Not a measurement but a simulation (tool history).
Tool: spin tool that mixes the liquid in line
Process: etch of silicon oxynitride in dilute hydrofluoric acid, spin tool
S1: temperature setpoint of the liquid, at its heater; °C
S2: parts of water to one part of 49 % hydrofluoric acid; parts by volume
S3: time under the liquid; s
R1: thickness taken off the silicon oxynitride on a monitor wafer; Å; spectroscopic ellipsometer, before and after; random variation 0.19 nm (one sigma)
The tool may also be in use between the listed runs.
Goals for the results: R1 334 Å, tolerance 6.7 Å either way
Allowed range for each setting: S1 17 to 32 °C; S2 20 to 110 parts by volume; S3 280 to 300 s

Run 1, hour 0: S1 24 °C, S2 60 parts by volume, S3 280 s. Result: R1 175.43 Å.
Run 2, hour 7.2: S1 27 °C, S2 60 parts by volume, S3 280 s. Result: R1 204.43 Å.
Run 3, hour 9.8: S1 27 °C, S2 45 parts by volume, S3 280 s. Result: R1 273.03 Å.
Run 4, hour 11.1: S1 27 °C, S2 65 parts by volume, S3 280 s. Result: R1 186.76 Å.
Run 5, hour 15.7: S1 24 °C, S2 65 parts by volume, S3 280 s. Result: R1 162.02 Å.
Run 6, hour 21.2: S1 25.5 °C, S2 60 parts by volume, S3 280 s. Result: R1 190.38 Å.
Run 7, hour 22.5: S1 26.5 °C, S2 60 parts by volume, S3 280 s. Result: R1 198.68 Å.
Run 8, hour 25.9: S1 27.5 °C, S2 60 parts by volume, S3 280 s. Result: R1 208.31 Å.
Run 9, hour 34.9: S1 28.5 °C, S2 60 parts by volume, S3 280 s. Result: R1 218.68 Å.
Run 10, hour 43.6: S1 29 °C, S2 60 parts by volume, S3 280 s. Result: R1 221.34 Å.
Run 11, hour 50.7: S1 29.5 °C, S2 55 parts by volume, S3 280 s. Result: R1 250.94 Å.
Run 12, hour 55.5: S1 30 °C, S2 55 parts by volume, S3 280 s. Result: R1 252.56 Å.
Run 13, hour 56.4: S1 30.5 °C, S2 55 parts by volume, S3 280 s. Result: R1 262.98 Å.
Run 14, hour 61.9: S1 31 °C, S2 55 parts by volume, S3 280 s. Result: R1 268.57 Å.
Run 15, hour 66: S1 31.5 °C, S2 50 parts by volume, S3 280 s. Result: R1 302.22 Å.
Run 16, hour 69.7: S1 32 °C, S2 50 parts by volume, S3 280 s. Result: R1 308.76 Å.
Run 17, hour 74.9: S1 32 °C, S2 45 parts by volume, S3 280 s. Result: R1 348.64 Å.

Which single option among these 4 for the next run brings every result within its allowed miss of target? Just one does.
Run A, hour 80.1: S1 31 °C, S2 45 parts by volume, S3 280 s. Result: R1 ?.
Run B, hour 80.1: S1 32 °C, S2 50 parts by volume, S3 290 s. Result: R1 ?.
Run C, hour 80.1: S1 27 °C, S2 35 parts by volume, S3 280 s. Result: R1 ?.
Run D, hour 80.1: S1 31 °C, S2 45 parts by volume, S3 300 s. Result: R1 ?.

move      R1
   A  331.23
   B  321.59
   C  355.78
   D  354.89
A: in spec on every target
B: pushes the last run's worst result past its target
C: its largest miss is bigger than the last run's
D: its largest miss is bigger than the last run's
Correct choice: A, which meets every target
